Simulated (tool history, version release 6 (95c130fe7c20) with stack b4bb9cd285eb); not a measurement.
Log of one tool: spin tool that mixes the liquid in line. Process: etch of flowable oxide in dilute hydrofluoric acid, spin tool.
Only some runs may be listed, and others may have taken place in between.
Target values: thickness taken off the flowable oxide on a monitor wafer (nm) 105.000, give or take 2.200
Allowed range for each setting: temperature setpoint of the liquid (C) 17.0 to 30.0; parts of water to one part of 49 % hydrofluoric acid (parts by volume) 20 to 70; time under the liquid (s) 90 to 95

run  hour  temperature setpoint of the liquid (C)  parts of water to one part of 49 % hydrofluoric acid (parts by volume)  time under the liquid (s)  thickness taken off the flowable oxide on a monitor wafer (nm)
  1   0.0                                    22.0                                                                      40                         90                                                          51.040
  2   7.8                                    22.0                                                                      55                         90                                                          36.700
  3   8.7                                    23.5                                                                      50                         90                                                          42.467
  4   9.4                                    23.5                                                                      40                         90                                                          54.744
  5  16.7                                    23.5                                                                      40                         95                                                          57.139
  6  20.3                                    26.5                                                                      40                         95                                                          65.265
  7  21.7                                    27.0                                                                      35                         95                                                          75.777
  8  25.7                                    30.0                                                                      25                         95                                                         121.300
  9  30.7                                    29.5                                                                      25                         95                                                         119.760
 10  34.0                                    29.0                                                                      25                         95                                                         117.800
 11  40.7                                    28.5                                                                      25                         95                                                         115.680

Consider the 4 candidate settings below. Which is the only one whose results all fall within their allowed miss of target?
  A  47.4                                    28.5                                                                      25                         90                                                               ?
  B  47.4                                    29.5                                                                      30                         90                                                               ?
  C  47.4                                    27.5                                                                      25                         90                                                               ?
  D  47.4                                    29.5                                                                      30                         95                                                               ?

move  thickness taken off the flowable oxide on a monitor wafer (nm)
   A                                                         109.570
   B                                                          94.340
   C                                                         105.180
   D                                                          99.581
A: nearer the targets than the last run, but a result is still out of spec
B: carries the result that was furthest off beyond its target, to the other side
C: each result inside its tolerance
D: carries the result that was furthest off beyond its target, to the other side
Go with C: it meets all targets.
